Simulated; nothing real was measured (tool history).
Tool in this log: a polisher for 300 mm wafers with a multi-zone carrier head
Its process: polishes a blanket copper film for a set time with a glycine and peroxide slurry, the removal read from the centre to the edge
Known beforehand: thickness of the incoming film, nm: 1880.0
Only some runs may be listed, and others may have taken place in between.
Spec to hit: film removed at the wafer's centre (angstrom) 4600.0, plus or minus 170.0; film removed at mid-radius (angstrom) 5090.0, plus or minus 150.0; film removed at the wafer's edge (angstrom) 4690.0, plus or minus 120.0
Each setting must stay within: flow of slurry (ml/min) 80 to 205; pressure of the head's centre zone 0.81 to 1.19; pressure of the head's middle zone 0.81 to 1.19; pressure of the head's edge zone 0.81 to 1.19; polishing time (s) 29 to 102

run	hour	flow of slurry (ml/min)	pressure of the head's centre zone	pressure of the head's middle zone	pressure of the head's edge zone	polishing time (s)	film removed at the wafer's centre (angstrom)	film removed at mid-radius (angstrom)	film removed at the wafer's edge (angstrom)
1	0.0	135	1.00	1.00	1.00	65	2684.3	2981.6	3063.4
2	1.7	140	1.02	1.02	1.01	67	2793.4	3166.6	3168.2
3	3.3	140	1.02	1.02	1.01	57	2410.1	2733.3	2708.0
4	12.1	145	1.04	1.03	1.02	61	2664.4	2985.0	2854.4
5	13.8	145	1.12	1.03	1.02	61	2841.5	2983.6	2929.6
# hour 15.5: centre zone pressure recalibrated
6	15.5	150	1.12	1.04	1.03	64	3354.7	3150.6	3107.0
7	19.0	145	1.10	1.06	1.03	67	3346.2	3307.8	3190.8
8	24.3	145	1.07	1.07	1.04	70	3469.1	3499.1	3322.5
9	31.2	145	1.05	1.07	1.04	73	3553.1	3724.7	3533.4
10	33.6	145	1.04	1.07	1.05	75	3570.3	3776.7	3628.4
11	40.6	145	1.03	1.08	1.06	77	3690.5	3894.5	3706.4
12	48.8	145	1.02	1.08	1.06	79	3695.1	3977.6	3842.6
13	57.4	150	1.01	1.09	1.07	80	3763.0	4137.0	3908.2
14	58.1	155	1.01	1.09	1.08	81	3841.8	4189.2	4056.5
15	63.4	190	1.07	1.19	1.12	87	4573.9	5020.3	4540.9

Exercise: of the 4 proposed moves below, exactly one satisfies all targets within the stated allowed misses. Which move is it?
A	68.7	205	1.05	1.16	1.16	89	?	?	?
B	68.7	205	1.05	1.19	1.02	89	?	?	?
C	68.7	160	1.05	1.19	1.15	86	?	?	?
D	68.7	205	1.17	1.17	1.11	83	?	?	?

move	film removed at the wafer's centre (angstrom)	film removed at mid-radius (angstrom)	film removed at the wafer's edge (angstrom)
A	4623.1	5166.5	4700.5
B	4624.1	5282.9	4404.1
C	4265.4	4897.0	4384.2
D	4734.2	4851.8	4285.0
A: hits every target within its allowed miss
B: lands further from the targets than the last run did
C: lands further from the targets than the last run did
D: lands further from the targets than the last run did
The right move is A.
